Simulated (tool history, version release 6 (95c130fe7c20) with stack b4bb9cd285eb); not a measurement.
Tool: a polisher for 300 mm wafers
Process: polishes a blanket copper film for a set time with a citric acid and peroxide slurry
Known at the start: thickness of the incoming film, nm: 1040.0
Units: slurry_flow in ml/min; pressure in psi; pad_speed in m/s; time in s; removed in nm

run,hour,slurry_flow,pressure,pad_speed,slurry_solids,time,removed
1,0,170,3.7,1.22,1,96,291.28
2,7.4,170,3.7,1.22,1,100,305.22
3,9.4,170,3.9,1.22,1,100,323.54
4,13.8,170,4,1.22,1,100,327.99
5,14.6,170,4.1,1.22,1,100,336.63
6,19.2,170,4.5,1.22,1,100,361.26

Run 7 comes next. What will it give?
7,27.7,170,4.6,1.22,1,100,?

removed: 365.16 nm
